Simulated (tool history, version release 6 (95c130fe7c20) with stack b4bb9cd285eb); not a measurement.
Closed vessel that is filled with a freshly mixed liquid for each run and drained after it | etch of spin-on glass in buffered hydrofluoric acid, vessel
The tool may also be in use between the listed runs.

run	hour	temperature setpoint of the liquid (C)	parts of 40 % ammonium fluoride to one part of 49 % hydrofluoric acid (parts by volume)	time in the liquid (s)	thickness taken off the spin-on glass on a monitor wafer (angstrom)
1	0.0	24.0	21.5	95	1617.6
2	8.0	25.5	21.5	95	1786.7
3	11.7	25.5	16.5	95	2258.6
4	20.4	23.0	16.5	95	1952.4
5	21.8	23.5	16.5	95	2035.7
6	28.0	21.5	16.5	95	1819.9

Estimate the outcome of run 7 from the log above:
7	33.3	22.5	16.5	95	?

{"run 7": {"thickness taken off the spin-on glass on a monitor wafer (angstrom)": 1910.1}}
